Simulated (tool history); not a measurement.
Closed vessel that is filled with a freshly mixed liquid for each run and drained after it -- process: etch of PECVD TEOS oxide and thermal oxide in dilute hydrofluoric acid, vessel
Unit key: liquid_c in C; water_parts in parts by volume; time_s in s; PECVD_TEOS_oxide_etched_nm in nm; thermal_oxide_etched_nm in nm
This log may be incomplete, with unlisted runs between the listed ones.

{"run": 1, "hour": 0.0, "liquid_c": 24, "water_parts": 205, "time_s": 60, "PECVD_TEOS_oxide_etched_nm": 6.8095, "thermal_oxide_etched_nm": 1.1926}
{"run": 2, "hour": 3.4, "liquid_c": 22.5, "water_parts": 205, "time_s": 60, "PECVD_TEOS_oxide_etched_nm": 6.3776, "thermal_oxide_etched_nm": 1.0993}
{"run": 3, "hour": 8.2, "liquid_c": 21.5, "water_parts": 205, "time_s": 60, "PECVD_TEOS_oxide_etched_nm": 6.1257, "thermal_oxide_etched_nm": 1.0758}
{"run": 4, "hour": 9.2, "liquid_c": 20.5, "water_parts": 205, "time_s": 60, "PECVD_TEOS_oxide_etched_nm": 5.9003, "thermal_oxide_etched_nm": 1.0102}
{"run": 5, "hour": 13.6, "liquid_c": 20.5, "water_parts": 245, "time_s": 60, "PECVD_TEOS_oxide_etched_nm": 4.7082, "thermal_oxide_etched_nm": 0.79954}
{"run": 6, "hour": 20.5, "liquid_c": 20.5, "water_parts": 205, "time_s": 60, "PECVD_TEOS_oxide_etched_nm": 5.9957, "thermal_oxide_etched_nm": 1.0384}
{"run": 7, "hour": 24.0, "liquid_c": 19.5, "water_parts": 205, "time_s": 60, "PECVD_TEOS_oxide_etched_nm": 5.674, "thermal_oxide_etched_nm": 0.94252}

Run 8, settings as shown, results not yet in. Your forecast:
{"run": 8, "hour": 32.4, "liquid_c": 19, "water_parts": 210, "time_s": 60, "PECVD_TEOS_oxide_etched_nm": "?", "thermal_oxide_etched_nm": "?"}

Run 8 came out at PECVD_TEOS_oxide_etched_nm 5.4469 nm, thermal_oxide_etched_nm 0.93465 nm.

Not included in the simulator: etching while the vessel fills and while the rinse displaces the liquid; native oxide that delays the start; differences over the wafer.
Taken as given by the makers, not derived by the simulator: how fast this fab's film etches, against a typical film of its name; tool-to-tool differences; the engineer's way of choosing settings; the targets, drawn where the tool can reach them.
